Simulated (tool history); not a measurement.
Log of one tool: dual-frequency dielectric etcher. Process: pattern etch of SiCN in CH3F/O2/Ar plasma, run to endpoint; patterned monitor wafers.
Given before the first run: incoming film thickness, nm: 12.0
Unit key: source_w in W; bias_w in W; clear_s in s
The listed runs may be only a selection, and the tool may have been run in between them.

Run 1, hour 0: source_w 320 W, bias_w 62 W. Result: clear_s 39.071 s.
Run 2, hour 4.9: source_w 320 W, bias_w 73 W. Result: clear_s 36.799 s.
Run 3, hour 6.4: source_w 320 W, bias_w 69 W. Result: clear_s 37.486 s.
Run 4, hour 7.6: source_w 290 W, bias_w 66 W. Result: clear_s 39.643 s.
Run 5, hour 13.9: source_w 340 W, bias_w 66 W. Result: clear_s 37.123 s.
Run 6, hour 15.7: source_w 340 W, bias_w 74 W. Result: clear_s 35.311 s.

Run 7, settings as shown, results not yet in. Your forecast:
Run 7, hour 22.6: source_w 310 W, bias_w 71 W. Result: clear_s ?.

Run 7 produced clear_s 37.792 s.

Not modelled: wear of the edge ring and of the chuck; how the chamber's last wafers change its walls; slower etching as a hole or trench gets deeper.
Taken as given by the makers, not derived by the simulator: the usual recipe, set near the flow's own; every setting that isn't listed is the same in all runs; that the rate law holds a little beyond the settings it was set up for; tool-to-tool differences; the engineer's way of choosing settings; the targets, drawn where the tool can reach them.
